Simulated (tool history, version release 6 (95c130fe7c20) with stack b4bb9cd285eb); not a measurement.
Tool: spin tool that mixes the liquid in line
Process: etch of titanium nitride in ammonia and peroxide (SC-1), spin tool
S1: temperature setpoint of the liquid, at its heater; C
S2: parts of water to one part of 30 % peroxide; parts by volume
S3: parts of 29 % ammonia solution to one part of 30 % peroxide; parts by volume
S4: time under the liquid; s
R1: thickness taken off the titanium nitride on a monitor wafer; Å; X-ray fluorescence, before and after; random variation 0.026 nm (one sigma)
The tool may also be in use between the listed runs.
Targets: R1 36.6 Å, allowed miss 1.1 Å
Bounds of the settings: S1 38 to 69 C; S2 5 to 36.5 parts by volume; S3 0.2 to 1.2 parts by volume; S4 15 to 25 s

run,hour,S1,S2,S3,S4,R1
1,0,53,20.5,1,25,11.616
2,6.7,53,20.5,0.85,25,11.289
3,15,53,20.5,1,25,11.604
4,22.4,55.5,20,1,25,13.837
5,25.7,57.5,19.5,1,25,16.205
6,32.3,59,19.5,1,25,17.942
7,38.2,60.5,19.5,1,25,19.582
8,42,62,19,1,25,22.213
9,45.5,63,19,1,25,24.224
# hour 48.9: heated supply line repaired
10,48.9,64,19,1,25,31.525
11,50.9,65,19,1,25,33.723
12,59.7,65.5,19,1,25,34.904

5 next moves are on the table. One of them brings every result within its allowed miss. Which?
A,68.5,63.5,15.5,0.9,25,?
B,68.5,65,19,0.9,25,?
C,68.5,64.5,12.5,1.2,20,?
D,68.5,66.5,15.5,1.15,20,?
E,68.5,68,18.5,0.55,25,?

move,R1
A,33.433
B,32.965
C,33.419
D,33.709
E,37.006
A: further off than the last run
B: further off than the last run
C: further off than the last run
D: further off than the last run
E: meets every target
The right move is E.
